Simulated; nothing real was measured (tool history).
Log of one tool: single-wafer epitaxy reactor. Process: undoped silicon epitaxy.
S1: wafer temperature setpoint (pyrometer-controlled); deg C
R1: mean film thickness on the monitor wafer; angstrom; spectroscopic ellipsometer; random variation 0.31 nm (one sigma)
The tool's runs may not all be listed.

run 1 day=0.000 | S1=670 deposition_time_(s)=372 | R1=958.30
run 2 day=0.288 | S1=679 deposition_time_(s)=372 | R1=1178.30
run 3 day=0.525 | S1=681 deposition_time_(s)=372 | R1=1238.60
run 4 day=0.725 | S1=682 deposition_time_(s)=372 | R1=1270.50
run 5 day=0.862 | S1=671 deposition_time_(s)=372 | R1=985.18
run 6 day=1.133 | S1=674 deposition_time_(s)=372 | R1=1055.60
run 7 day=1.367 | S1=677 deposition_time_(s)=372 | R1=1133.50
run 8 day=1.671 | S1=679 deposition_time_(s)=372 | R1=1186.70

Forecast run 9:
run 9 day=1.783 | S1=681 deposition_time_(s)=372 | R1=?

Run 9 gave R1 1239.50 angstrom.
